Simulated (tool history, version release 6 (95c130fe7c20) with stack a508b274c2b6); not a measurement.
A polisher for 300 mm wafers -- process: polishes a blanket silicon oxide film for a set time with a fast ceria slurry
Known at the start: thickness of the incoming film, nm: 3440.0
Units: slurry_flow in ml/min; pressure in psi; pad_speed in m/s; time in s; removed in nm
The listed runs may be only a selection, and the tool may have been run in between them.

{"run": 1, "hour": 0.0, "slurry_flow": 135, "pressure": 1.6, "pad_speed": 0.92, "time": 109, "removed": 904.96}
{"run": 2, "hour": 4.7, "slurry_flow": 135, "pressure": 1.7, "pad_speed": 0.92, "time": 109, "removed": 948.55}
{"run": 3, "hour": 9.1, "slurry_flow": 135, "pressure": 1.7, "pad_speed": 1.0, "time": 109, "removed": 1025.4}
{"run": 4, "hour": 11.8, "slurry_flow": 135, "pressure": 1.8, "pad_speed": 1.0, "time": 109, "removed": 1077.5}
{"run": 5, "hour": 20.0, "slurry_flow": 140, "pressure": 2.1, "pad_speed": 1.02, "time": 109, "removed": 1259.0}
{"run": 6, "hour": 25.4, "slurry_flow": 170, "pressure": 2.1, "pad_speed": 1.02, "time": 109, "removed": 1270.2}
{"run": 7, "hour": 26.7, "slurry_flow": 170, "pressure": 2.2, "pad_speed": 1.02, "time": 109, "removed": 1303.7}

What will run 8 give?
{"run": 8, "hour": 30.4, "slurry_flow": 170, "pressure": 2.3, "pad_speed": 1.02, "time": 109, "removed": "?"}

For run 8 the tool returned removed 1340.30 nm.
